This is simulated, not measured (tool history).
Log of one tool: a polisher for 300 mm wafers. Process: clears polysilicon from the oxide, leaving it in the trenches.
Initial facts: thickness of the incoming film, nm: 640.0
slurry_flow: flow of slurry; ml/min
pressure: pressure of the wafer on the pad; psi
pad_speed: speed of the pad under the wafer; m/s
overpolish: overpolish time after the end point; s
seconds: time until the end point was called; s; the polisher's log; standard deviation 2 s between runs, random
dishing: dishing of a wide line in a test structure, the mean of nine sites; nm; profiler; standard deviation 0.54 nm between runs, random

run 1 day=0 | slurry_flow=290 pressure=2 pad_speed=0.9 overpolish=23 | seconds=67.709 dishing=45.272
run 2 day=0.283 | slurry_flow=290 pressure=2 pad_speed=0.76 overpolish=23 | seconds=79.068 dishing=44.893
run 3 day=0.475 | slurry_flow=290 pressure=2 pad_speed=0.76 overpolish=13 | seconds=79.119 dishing=42.221
run 4 day=0.812 | slurry_flow=290 pressure=1.8 pad_speed=0.74 overpolish=16 | seconds=89.091 dishing=43.011
run 5 day=0.95 | slurry_flow=290 pressure=1.6 pad_speed=0.72 overpolish=18 | seconds=101.66 dishing=42.85
run 6 day=1.1 | slurry_flow=290 pressure=1.3 pad_speed=0.72 overpolish=18 | seconds=125.29 dishing=40.901
run 7 day=1.321 | slurry_flow=290 pressure=1.3 pad_speed=0.7 overpolish=23 | seconds=124.77 dishing=43.399
run 8 day=1.396 | slurry_flow=290 pressure=1.3 pad_speed=0.7 overpolish=24 | seconds=129.64 dishing=43.062
run 9 day=1.646 | slurry_flow=290 pressure=1.3 pad_speed=0.7 overpolish=26 | seconds=126.66 dishing=43.769
run 10 day=1.733 | slurry_flow=290 pressure=1.3 pad_speed=0.7 overpolish=27 | seconds=128.33 dishing=43.872

For run 11, what comes out?
run 11 day=1.85 | slurry_flow=290 pressure=1.3 pad_speed=0.7 overpolish=28 | seconds=? dishing=?

Run 11 came out at seconds 124.85 s, dishing 44.168 nm.
